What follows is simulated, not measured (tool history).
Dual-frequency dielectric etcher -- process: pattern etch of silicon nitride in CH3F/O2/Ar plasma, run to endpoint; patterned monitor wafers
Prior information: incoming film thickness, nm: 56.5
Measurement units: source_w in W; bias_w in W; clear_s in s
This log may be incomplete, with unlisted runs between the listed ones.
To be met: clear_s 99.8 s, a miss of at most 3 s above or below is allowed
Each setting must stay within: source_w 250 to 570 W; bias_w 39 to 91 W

| run | hour | source_w | bias_w | clear_s |
|---|---|---|---|---|
| 1 | 0 | 410 | 65 | 80.044 |
| 2 | 0.8 | 450 | 65 | 75.813 |
| 3 | 8.6 | 450 | 55 | 81.713 |
| 4 | 10.9 | 410 | 55 | 85.096 |
| 5 | 18.8 | 470 | 55 | 78.404 |
| 6 | 26.8 | 410 | 55 | 84.838 |
| 7 | 34.6 | 390 | 54 | 88.585 |
| 8 | 43 | 370 | 53 | 92.005 |
| 9 | 45.2 | 360 | 53 | 92.493 |
| 10 | 53.4 | 350 | 53 | 95.446 |
| 11 | 54.3 | 340 | 53 | 96.78 |

Below are 4 possible settings for the next run. Only one of them brings all results inside the allowed miss of their targets. Which is it?
| A | 55.2 | 380 | 52 | ? |
| B | 55.2 | 340 | 48 | ? |
| C | 55.2 | 330 | 65 | ? |
| D | 55.2 | 350 | 56 | ? |

| move | clear_s |
|---|---|
| A | 89.422 |
| B | 98.605 |
| C | 91.026 |
| D | 92.025 |
A: misses by more than the last run did
B: all results land within tolerance of their targets
C: misses by more than the last run did
D: misses by more than the last run did
B meets every target.
